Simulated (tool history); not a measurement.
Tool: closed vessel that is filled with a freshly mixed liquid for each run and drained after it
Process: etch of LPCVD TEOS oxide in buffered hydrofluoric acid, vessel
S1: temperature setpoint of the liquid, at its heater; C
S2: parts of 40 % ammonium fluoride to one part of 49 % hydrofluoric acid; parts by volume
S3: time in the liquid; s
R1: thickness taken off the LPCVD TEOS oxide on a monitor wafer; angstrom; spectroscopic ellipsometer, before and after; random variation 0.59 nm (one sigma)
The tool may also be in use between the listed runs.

Run 1, day 0: S1 24 C, S2 14.5 parts by volume, S3 30 s. Result: R1 766.87 angstrom.
Run 2, day 0.371: S1 26 C, S2 14.5 parts by volume, S3 30 s. Result: R1 857.37 angstrom.
Run 3, day 0.6: S1 26 C, S2 10.5 parts by volume, S3 30 s. Result: R1 1174.7 angstrom.
Run 4, day 0.917: S1 26 C, S2 10.5 parts by volume, S3 30 s. Result: R1 1191.3 angstrom.
Run 5, day 0.996: S1 26 C, S2 10.5 parts by volume, S3 30 s. Result: R1 1180.8 angstrom.
Run 6, day 1.242: S1 26 C, S2 7.5 parts by volume, S3 30 s. Result: R1 1616.6 angstrom.
Run 7, day 1.517: S1 25 C, S2 7.5 parts by volume, S3 30 s. Result: R1 1522.5 angstrom.

Run 8 comes next. What will it give?
Run 8, day 1.796: S1 24 C, S2 7.5 parts by volume, S3 30 s. Result: R1 ?.

{"run 8": {"R1": 1444.5}}

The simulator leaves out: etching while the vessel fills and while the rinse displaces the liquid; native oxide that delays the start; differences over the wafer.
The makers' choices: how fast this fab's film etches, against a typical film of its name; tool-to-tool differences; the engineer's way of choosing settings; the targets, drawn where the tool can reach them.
